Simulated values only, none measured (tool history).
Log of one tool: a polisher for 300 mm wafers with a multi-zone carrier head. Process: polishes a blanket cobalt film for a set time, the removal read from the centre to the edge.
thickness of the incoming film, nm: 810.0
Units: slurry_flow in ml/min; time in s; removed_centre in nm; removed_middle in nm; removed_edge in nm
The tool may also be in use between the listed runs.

run 1 hour=0 | slurry_flow=140 centre_zone=1 middle_zone=1 edge_zone=1 time=48 | removed_centre=278.05 removed_middle=281.64 removed_edge=284.15
run 2 hour=1.2 | slurry_flow=135 centre_zone=0.98 middle_zone=1.02 edge_zone=0.97 time=47 | removed_centre=262 removed_middle=276.73 removed_edge=276.58
run 3 hour=3.8 | slurry_flow=135 centre_zone=0.98 middle_zone=0.98 edge_zone=0.97 time=47 | removed_centre=263.53 removed_middle=273.18 removed_edge=271.55
run 4 hour=10.6 | slurry_flow=135 centre_zone=0.98 middle_zone=0.98 edge_zone=0.97 time=37 | removed_centre=208.35 removed_middle=207.89 removed_edge=218.67
run 5 hour=18.6 | slurry_flow=100 centre_zone=0.98 middle_zone=0.98 edge_zone=0.97 time=37 | removed_centre=187.83 removed_middle=194.82 removed_edge=204.55
run 6 hour=26.3 | slurry_flow=105 centre_zone=0.97 middle_zone=1.01 edge_zone=0.95 time=37 | removed_centre=189.66 removed_middle=203.06 removed_edge=205.45
run 7 hour=30.5 | slurry_flow=145 centre_zone=0.91 middle_zone=1.11 edge_zone=0.93 time=37 | removed_centre=197.04 removed_middle=236.24 removed_edge=212.23
run 8 hour=37.3 | slurry_flow=150 centre_zone=0.91 middle_zone=1.12 edge_zone=0.93 time=37 | removed_centre=197.03 removed_middle=239.92 removed_edge=215.67

Run 9 comes next. What will it give?
run 9 hour=39.7 | slurry_flow=155 centre_zone=0.91 middle_zone=1.13 edge_zone=0.93 time=37 | removed_centre=? removed_middle=? removed_edge=?

removed_centre: 199.41 nm
removed_middle: 250.85 nm
removed_edge: 212.03 nm
